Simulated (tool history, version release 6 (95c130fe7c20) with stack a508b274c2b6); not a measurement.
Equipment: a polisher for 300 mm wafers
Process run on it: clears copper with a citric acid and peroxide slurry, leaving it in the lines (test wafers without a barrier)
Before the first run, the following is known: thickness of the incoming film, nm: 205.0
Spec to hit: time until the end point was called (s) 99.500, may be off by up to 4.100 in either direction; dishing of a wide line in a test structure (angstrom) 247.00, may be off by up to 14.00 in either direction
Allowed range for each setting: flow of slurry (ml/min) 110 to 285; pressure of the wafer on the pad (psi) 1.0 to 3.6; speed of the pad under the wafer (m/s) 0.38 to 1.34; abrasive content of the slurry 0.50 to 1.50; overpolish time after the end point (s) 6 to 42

run  hour  flow of slurry (ml/min)  pressure of the wafer on the pad (psi)  speed of the pad under the wafer (m/s)  abrasive content of the slurry  overpolish time after the end point (s)  time until the end point was called (s)  dishing of a wide line in a test structure (angstrom)
  1   0.0                      180                                     2.3                                    0.86                            1.00                                       21                                  152.220                                                 207.84
  2   4.3                      180                                     2.3                                    1.02                            1.00                                       21                                  128.600                                                 252.55
  3  13.1                      180                                     2.3                                    0.84                            1.00                                       21                                  150.390                                                 215.65
  4  17.4                      180                                     2.3                                    0.84                            0.80                                       21                                  160.800                                                 206.83
  5  25.1                      180                                     2.3                                    0.84                            0.80                                       15                                  158.210                                                 154.00
  6  27.9                      180                                     2.3                                    0.84                            0.80                                       22                                  163.370                                                 213.19
  7  36.0                      205                                     2.9                                    0.86                            0.80                                       14                                  125.450                                                 182.28
  8  42.9                      205                                     3.1                                    0.86                            0.80                                       15                                  119.060                                                 203.93
  9  43.7                      205                                     3.3                                    0.86                            0.80                                       15                                  108.450                                                 214.38
 10  51.4                      205                                     3.4                                    0.86                            0.80                                       16                                  108.250                                                 235.02

Below are 4 possible settings for the next run. Only one of them brings all results inside the allowed miss of their targets. Which is it?
  A  59.1                      205                                     3.4                                    0.86                            0.75                                       19                                        ?                                                      ?
  B  59.1                      200                                     3.4                                    1.00                            0.85                                       13                                        ?                                                      ?
  C  59.1                      200                                     3.4                                    0.88                            0.95                                       16                                        ?                                                      ?
  D  59.1                      285                                     3.1                                    0.84                            0.55                                       18                                        ?                                                      ?

move  time until the end point was called (s)  dishing of a wide line in a test structure (angstrom)
   A                                  107.020                                                 269.58
   B                                   90.756                                                 222.02
   C                                  100.120                                                 245.26
   D                                  122.740                                                 226.49
A: closer than the last run, but not yet in spec
B: the result that was furthest off in the last run now lies on the other side of its target
C: in spec on every target
D: further off than the last run
C is the move that brings every result within its allowed miss.
